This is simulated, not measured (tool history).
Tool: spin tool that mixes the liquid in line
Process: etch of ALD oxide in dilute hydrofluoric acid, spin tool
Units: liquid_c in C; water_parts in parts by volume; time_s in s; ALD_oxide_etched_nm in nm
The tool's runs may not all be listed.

run	hour	liquid_c	water_parts	time_s	ALD_oxide_etched_nm
1	0.0	20	175	295	24.805
2	8.8	20	175	295	24.996
3	12.5	20	175	320	27.058
4	16.0	20	175	320	26.742
5	21.3	19	180	320	25.182
6	29.9	17	180	320	23.268
7	38.7	17	185	320	22.460

Run 8 comes next. What will it give?
8	40.6	17	190	320	?

Run 8 gave ALD_oxide_etched_nm 21.835 nm.
